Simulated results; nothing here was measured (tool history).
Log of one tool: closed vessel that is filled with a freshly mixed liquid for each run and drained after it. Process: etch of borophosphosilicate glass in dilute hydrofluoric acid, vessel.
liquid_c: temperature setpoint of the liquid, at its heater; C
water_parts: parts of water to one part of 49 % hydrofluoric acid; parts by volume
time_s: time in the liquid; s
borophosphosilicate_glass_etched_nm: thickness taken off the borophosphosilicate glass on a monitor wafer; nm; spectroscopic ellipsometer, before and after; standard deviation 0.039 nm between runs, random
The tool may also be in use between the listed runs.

run,hour,liquid_c,water_parts,time_s,borophosphosilicate_glass_etched_nm
1,0.0,22.0,260,45,7.7272
2,2.2,22.0,325,45,5.8535
3,4.2,19.0,325,45,5.2027
4,12.8,19.0,400,45,3.9669
# hour 21.8: thermometer replaced
5,21.8,19.0,350,45,4.9133
6,22.9,20.5,350,45,5.2328
7,28.2,21.5,350,45,5.4097

Predict the results of run 8:
8,37.1,22.0,350,45,?

borophosphosilicate_glass_etched_nm: 5.4948 nm
